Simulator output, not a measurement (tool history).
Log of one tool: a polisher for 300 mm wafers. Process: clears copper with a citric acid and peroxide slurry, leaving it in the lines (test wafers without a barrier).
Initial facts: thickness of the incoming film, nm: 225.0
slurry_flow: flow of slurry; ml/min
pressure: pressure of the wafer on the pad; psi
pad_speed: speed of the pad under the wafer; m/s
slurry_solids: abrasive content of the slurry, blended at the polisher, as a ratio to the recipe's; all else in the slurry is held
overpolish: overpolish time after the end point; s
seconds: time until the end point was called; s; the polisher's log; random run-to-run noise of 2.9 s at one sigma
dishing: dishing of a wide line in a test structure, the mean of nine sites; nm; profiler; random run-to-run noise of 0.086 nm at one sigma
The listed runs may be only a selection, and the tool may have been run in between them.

Run 1, hour 0: slurry_flow 295 ml/min, pressure 2.3 psi, pad_speed 0.92 m/s, slurry_solids 1, overpolish 11 s. Result: seconds 179.37 s, dishing 11.24 nm.
Run 2, hour 7.4: slurry_flow 295 ml/min, pressure 2.3 psi, pad_speed 0.92 m/s, slurry_solids 0.9, overpolish 11 s. Result: seconds 191.75 s, dishing 10.888 nm.
Run 3, hour 9.1: slurry_flow 295 ml/min, pressure 2.2 psi, pad_speed 0.92 m/s, slurry_solids 0.95, overpolish 10 s. Result: seconds 193.28 s, dishing 9.9249 nm.
Run 4, hour 14.4: slurry_flow 295 ml/min, pressure 2.2 psi, pad_speed 1.06 m/s, slurry_solids 0.95, overpolish 10 s. Result: seconds 173.02 s, dishing 10.858 nm.
Run 5, hour 20.5: slurry_flow 290 ml/min, pressure 2.1 psi, pad_speed 1.06 m/s, slurry_solids 1, overpolish 9 s. Result: seconds 179.97 s, dishing 9.864 nm.
Run 6, hour 24.3: slurry_flow 290 ml/min, pressure 2.1 psi, pad_speed 0.86 m/s, slurry_solids 1, overpolish 9 s. Result: seconds 200.6 s, dishing 8.448 nm.
Run 7, hour 29: slurry_flow 290 ml/min, pressure 2.1 psi, pad_speed 0.86 m/s, slurry_solids 1, overpolish 8 s. Result: seconds 200.53 s, dishing 7.5505 nm.

Run 8 is up next; what results do you expect?
Run 8, hour 37.1: slurry_flow 290 ml/min, pressure 2.1 psi, pad_speed 0.86 m/s, slurry_solids 1, overpolish 7 s. Result: seconds ?, dishing ?.

Logged for run 8: seconds 209.29 s, dishing 6.5185 nm.
